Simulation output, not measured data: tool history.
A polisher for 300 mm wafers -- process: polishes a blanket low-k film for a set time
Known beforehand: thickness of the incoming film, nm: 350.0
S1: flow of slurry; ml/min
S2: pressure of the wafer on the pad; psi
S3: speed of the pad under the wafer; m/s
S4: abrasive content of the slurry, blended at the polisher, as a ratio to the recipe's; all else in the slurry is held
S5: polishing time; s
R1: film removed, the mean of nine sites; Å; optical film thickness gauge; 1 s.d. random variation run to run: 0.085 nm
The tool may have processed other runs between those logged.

Run 1, hour 0.0: S1 230 ml/min, S2 1.9 psi, S3 0.80 m/s, S4 1.0, S5 19 s. Result: R1 53.682 Å.
Run 2, hour 1.7: S1 230 ml/min, S2 2.1 psi, S3 0.80 m/s, S4 1.0, S5 19 s. Result: R1 57.657 Å.
Run 3, hour 8.5: S1 230 ml/min, S2 2.3 psi, S3 0.80 m/s, S4 1.0, S5 19 s. Result: R1 63.142 Å.
Run 4, hour 12.4: S1 230 ml/min, S2 2.3 psi, S3 0.80 m/s, S4 1.2, S5 19 s. Result: R1 67.347 Å.
Run 5, hour 15.7: S1 230 ml/min, S2 2.3 psi, S3 0.64 m/s, S4 1.2, S5 19 s. Result: R1 58.163 Å.
Run 6, hour 22.7: S1 230 ml/min, S2 2.4 psi, S3 0.64 m/s, S4 1.2, S5 19 s. Result: R1 59.252 Å.
Run 7, hour 24.4: S1 230 ml/min, S2 2.5 psi, S3 0.64 m/s, S4 1.2, S5 19 s. Result: R1 62.344 Å.
Run 8, hour 32.3: S1 230 ml/min, S2 2.6 psi, S3 0.64 m/s, S4 1.2, S5 19 s. Result: R1 62.976 Å.

Estimate the outcome of run 9 from the log above:
Run 9, hour 34.5: S1 230 ml/min, S2 2.7 psi, S3 0.66 m/s, S4 1.2, S5 19 s. Result: R1 ?.

Run 9 came out at R1 67.157 Å.
